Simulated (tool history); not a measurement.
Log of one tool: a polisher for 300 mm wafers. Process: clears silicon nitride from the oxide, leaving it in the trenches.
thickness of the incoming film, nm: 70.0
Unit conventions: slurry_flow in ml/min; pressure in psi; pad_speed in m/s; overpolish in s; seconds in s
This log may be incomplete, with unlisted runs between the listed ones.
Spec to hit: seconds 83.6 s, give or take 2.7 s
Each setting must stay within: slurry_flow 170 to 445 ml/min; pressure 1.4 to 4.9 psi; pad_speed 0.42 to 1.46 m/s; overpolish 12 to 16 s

run	hour	slurry_flow	pressure	pad_speed	overpolish	seconds
1	0	285	3.1	0.94	16	54.216
2	6.3	285	2.8	0.94	16	60.398
3	10.5	285	2.6	0.94	16	64.63
4	19	285	2.6	0.94	12	64.658
5	24.6	285	2.6	0.76	12	74.62
6	26.3	335	2.6	0.76	12	72.488
7	27.2	325	2.5	0.76	12	77.099
8	29.5	320	2.4	0.76	12	79.662
9	30.1	315	2.4	0.76	12	80.068
10	38.6	310	2.4	0.76	12	80.023
11	42	305	2.4	0.76	12	80.256
12	44.4	300	2.4	0.76	12	79.376
13	50.9	300	2.2	0.76	12	87.918
14	56	305	2.2	0.76	12	87.443
15	63.9	305	2.2	0.76	12	87.779
16	70.6	310	2.2	0.76	12	87.52

Below are 5 possible settings for the next run. Only one of them brings all results inside the allowed miss of their targets. Which is it?
A	77.3	300	1.8	0.96	15	?
B	77.3	295	2.1	0.86	16	?
C	77.3	295	1.9	0.86	13	?
D	77.3	285	2.5	0.76	12	?
E	77.3	305	2.3	0.64	12	?

move	seconds
A	92.274
B	85.739
C	94.331
D	78.634
E	93.663
A: moves away from the targets compared with the last run
B: hits every target within its allowed miss
C: moves away from the targets compared with the last run
D: takes the biggest miss from the last run beyond its target
E: moves away from the targets compared with the last run
B is the move that brings every result within its allowed miss.

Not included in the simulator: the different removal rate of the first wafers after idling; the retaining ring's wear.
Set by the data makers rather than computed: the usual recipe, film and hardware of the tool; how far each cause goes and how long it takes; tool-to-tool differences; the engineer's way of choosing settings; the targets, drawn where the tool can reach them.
